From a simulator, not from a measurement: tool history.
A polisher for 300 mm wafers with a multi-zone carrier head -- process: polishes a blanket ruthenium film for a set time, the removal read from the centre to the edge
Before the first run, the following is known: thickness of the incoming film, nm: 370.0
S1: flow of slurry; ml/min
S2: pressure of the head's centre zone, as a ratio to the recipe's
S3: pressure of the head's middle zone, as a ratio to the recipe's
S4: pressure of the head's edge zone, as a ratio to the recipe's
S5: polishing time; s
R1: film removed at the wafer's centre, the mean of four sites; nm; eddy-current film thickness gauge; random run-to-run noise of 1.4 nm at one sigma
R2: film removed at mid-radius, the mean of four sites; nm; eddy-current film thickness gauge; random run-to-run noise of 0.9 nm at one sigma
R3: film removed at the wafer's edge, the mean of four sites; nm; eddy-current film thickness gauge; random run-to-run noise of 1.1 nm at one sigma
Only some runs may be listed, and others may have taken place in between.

Run 1, hour 0.0: S1 245 ml/min, S2 1.00, S3 1.00, S4 1.00, S5 71 s. Result: R1 79.658 nm, R2 83.661 nm, R3 86.597 nm.
Run 2, hour 3.6: S1 245 ml/min, S2 1.00, S3 1.00, S4 0.96, S5 71 s. Result: R1 80.136 nm, R2 82.187 nm, R3 85.427 nm.
Run 3, hour 6.2: S1 245 ml/min, S2 1.00, S3 1.00, S4 0.92, S5 71 s. Result: R1 79.818 nm, R2 83.177 nm, R3 83.812 nm.
Run 4, hour 9.5: S1 255 ml/min, S2 1.03, S3 1.00, S4 0.94, S5 74 s. Result: R1 87.217 nm, R2 85.592 nm, R3 87.830 nm.
At hour 15.7: centre zone pressure recalibrated.
Run 5, hour 15.7: S1 255 ml/min, S2 1.06, S3 1.00, S4 0.94, S5 74 s. Result: R1 96.101 nm, R2 87.583 nm, R3 88.524 nm.
Run 6, hour 24.6: S1 255 ml/min, S2 1.07, S3 1.01, S4 0.97, S5 76 s. Result: R1 96.866 nm, R2 90.379 nm, R3 92.754 nm.
Run 7, hour 33.0: S1 260 ml/min, S2 1.09, S3 1.02, S4 1.00, S5 77 s. Result: R1 102.750 nm, R2 92.776 nm, R3 94.811 nm.

Run 8, settings as shown, results not yet in. Your forecast:
Run 8, hour 41.5: S1 260 ml/min, S2 1.10, S3 1.03, S4 1.02, S5 79 s. Result: R1 ?, R2 ?, R3 ?.

{"run 8": {"R1": 105.66, "R2": 95.084, "R3": 98.49}}

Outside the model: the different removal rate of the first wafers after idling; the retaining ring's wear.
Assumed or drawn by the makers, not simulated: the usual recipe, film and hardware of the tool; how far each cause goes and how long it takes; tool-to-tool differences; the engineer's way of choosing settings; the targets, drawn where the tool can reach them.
